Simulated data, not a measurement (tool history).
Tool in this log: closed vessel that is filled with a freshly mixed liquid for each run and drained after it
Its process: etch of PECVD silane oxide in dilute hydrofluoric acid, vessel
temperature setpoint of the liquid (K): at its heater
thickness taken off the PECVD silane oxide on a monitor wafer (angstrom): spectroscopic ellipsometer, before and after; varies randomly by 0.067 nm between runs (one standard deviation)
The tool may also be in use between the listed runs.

run	hour	temperature setpoint of the liquid (K)	parts of water to one part of 49 % hydrofluoric acid (parts by volume)	time in the liquid (s)	thickness taken off the PECVD silane oxide on a monitor wafer (angstrom)
1	0.0	296.15	235	200	178.18
2	9.1	296.15	165	200	266.55
3	12.7	296.15	165	200	270.21
4	14.1	294.65	205	200	196.85
5	19.8	293.65	230	200	162.94
6	26.2	292.65	250	200	142.56

Forecast run 7:
7	32.3	292.15	270	200	?

Run 7 measured thickness taken off the PECVD silane oxide on a monitor wafer (angstrom) 126.73.

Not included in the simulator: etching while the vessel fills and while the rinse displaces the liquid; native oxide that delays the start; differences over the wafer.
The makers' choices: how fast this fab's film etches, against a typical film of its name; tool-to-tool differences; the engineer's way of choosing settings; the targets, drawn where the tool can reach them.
